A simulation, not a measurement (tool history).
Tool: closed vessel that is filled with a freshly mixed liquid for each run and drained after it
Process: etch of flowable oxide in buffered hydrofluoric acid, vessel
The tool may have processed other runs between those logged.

run,hour,temperature setpoint of the liquid (K),parts of 40 % ammonium fluoride to one part of 49 % hydrofluoric acid (parts by volume),time in the liquid (s),thickness taken off the flowable oxide on a monitor wafer (Å)
1,0.0,297.15,11.5,95,1648.6
2,6.3,296.15,11.5,95,1569.3
3,10.6,295.65,11.5,95,1523.7
4,17.4,298.65,11.5,95,1796.6
5,22.2,295.65,11.5,95,1517.3
6,23.2,295.65,9.5,95,1814.8

What will run 7 give?
7,30.7,294.15,9.5,95,?

Logged for run 7: thickness taken off the flowable oxide on a monitor wafer (Å) 1656.2.
